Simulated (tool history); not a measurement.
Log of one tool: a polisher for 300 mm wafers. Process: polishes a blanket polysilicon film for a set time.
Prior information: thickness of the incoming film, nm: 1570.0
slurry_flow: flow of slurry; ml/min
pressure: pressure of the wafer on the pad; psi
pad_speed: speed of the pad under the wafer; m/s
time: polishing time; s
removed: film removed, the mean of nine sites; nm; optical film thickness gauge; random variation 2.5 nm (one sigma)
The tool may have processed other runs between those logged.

run  hour  slurry_flow  pressure  pad_speed  time  removed
  1     0          175       2.8       1.04    62   547.87
  2     5          175       2.8       1.22    62   621.81
  3  11.1          175       3.2       1.22    62   703.51
  4  13.9          170       2.8       1.22    62   609.53
  5  17.8          170       2.8       1.02    62   542.89
  6  26.7          165       2.6       1.02    62   498.82
  7  34.2          160       2.5       1.02    62   478.61
  8  38.4          155       2.4       1.02    62   456.64

The next listed run, before its measurement:
  9  41.1          125       1.9       1.02    62        ?

{"run 9": {"removed": 348.03}}
